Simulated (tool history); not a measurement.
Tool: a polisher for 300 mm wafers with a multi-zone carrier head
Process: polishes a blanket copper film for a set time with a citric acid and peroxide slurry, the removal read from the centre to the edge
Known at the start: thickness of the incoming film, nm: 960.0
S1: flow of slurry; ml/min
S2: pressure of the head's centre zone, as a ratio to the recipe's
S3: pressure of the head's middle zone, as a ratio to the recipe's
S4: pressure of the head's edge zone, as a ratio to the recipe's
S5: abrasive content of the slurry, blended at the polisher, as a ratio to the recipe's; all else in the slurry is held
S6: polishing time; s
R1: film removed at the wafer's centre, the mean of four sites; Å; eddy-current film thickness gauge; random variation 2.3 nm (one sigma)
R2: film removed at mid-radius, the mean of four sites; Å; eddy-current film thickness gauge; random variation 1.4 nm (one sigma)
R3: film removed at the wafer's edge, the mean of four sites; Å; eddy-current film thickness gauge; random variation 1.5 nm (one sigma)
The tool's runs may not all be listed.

run 1 hour=0 | S1=170 S2=1 S3=1 S4=1 S5=1 S6=56 | R1=1231.7 R2=1229.4 R3=1230
run 2 hour=2.3 | S1=185 S2=1.05 S3=1.01 S4=1.05 S5=1.15 S6=58 | R1=1368.5 R2=1307 R3=1326.9
run 3 hour=5.4 | S1=185 S2=1.05 S3=1.01 S4=1.11 S5=1.15 S6=58 | R1=1396.6 R2=1308.2 R3=1359.8
run 4 hour=6.2 | S1=195 S2=1.08 S3=1.02 S4=1.13 S5=1.25 S6=61 | R1=1549 R2=1448.5 R3=1474.4
run 5 hour=9 | S1=230 S2=1.08 S3=1.02 S4=1.13 S5=1.25 S6=61 | R1=1604.3 R2=1453 R3=1497.7
run 6 hour=15.1 | S1=235 S2=1.1 S3=1.02 S4=1.14 S5=1.35 S6=62 | R1=1684.1 R2=1503.9 R3=1534.2
run 7 hour=16.5 | S1=235 S2=1.11 S3=1.01 S4=1.15 S5=1.4 S6=63 | R1=1690.1 R2=1507.9 R3=1571.8
run 8 hour=23.9 | S1=240 S2=1.12 S3=1.01 S4=1.16 S5=1.4 S6=64 | R1=1778.9 R2=1555.5 R3=1640

The next listed run, before its measurement:
run 9 hour=24.6 | S1=245 S2=1.13 S3=1.02 S4=1.17 S5=1.4 S6=64 | R1=? R2=? R3=?

Run 9 gave R1 1774.5 Å, R2 1602.6 Å, R3 1615 Å.
